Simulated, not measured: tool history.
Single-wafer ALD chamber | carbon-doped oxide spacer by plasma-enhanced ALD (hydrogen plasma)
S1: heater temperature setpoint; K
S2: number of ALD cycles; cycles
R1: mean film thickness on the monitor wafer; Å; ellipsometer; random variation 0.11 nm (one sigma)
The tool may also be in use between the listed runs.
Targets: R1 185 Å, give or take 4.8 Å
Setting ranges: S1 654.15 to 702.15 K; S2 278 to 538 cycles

run,hour,S1,S2,R1
1,0,678.15,408,214.11
2,8.4,679.15,402,210.56
3,12.8,680.15,397,209.11
4,14.4,687.15,397,199.93
5,16.2,695.15,397,194.22
6,23.4,686.15,397,203.15
7,27.5,686.15,397,200.16
8,29.3,687.15,395,201.56
9,30.9,688.15,392,198.23

Below are 4 possible settings for the next run. Only one of them brings all results inside the allowed miss of their targets. Which is it?
A,32.5,687.15,345,?
B,32.5,686.15,393,?
C,32.5,681.15,358,?
D,32.5,692.15,395,?

move,R1
A,173.96
B,198.86
C,184.31
D,195.69
A: moves the result that the last run missed by most past its target, out the other side
B: roughly where the last run was
C: all results land within tolerance of their targets
D: better than the last run, though not everything is in spec
So the answer is move C, the one that meets all the targets.
